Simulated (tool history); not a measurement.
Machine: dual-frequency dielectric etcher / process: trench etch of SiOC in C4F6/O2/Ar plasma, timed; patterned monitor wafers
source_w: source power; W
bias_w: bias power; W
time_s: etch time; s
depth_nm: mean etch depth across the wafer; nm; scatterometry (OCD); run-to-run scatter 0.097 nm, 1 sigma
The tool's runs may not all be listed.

run    day  source_w  bias_w  time_s  depth_nm
  1      0       430     140    11.5    24.049
  2  0.346       460     140    11.5    25.411
  3  0.688       400     137    11.5    23.053
  4  0.867       400     128    11.5    22.465
  5  1.062       450     128    11.5    24.027
  6  1.133       400     125    11.5    22.006

What does the tool deliver on the next run?
  7  1.346       370     124    11.5         ?

{"run 7": {"depth_nm": 20.96}}
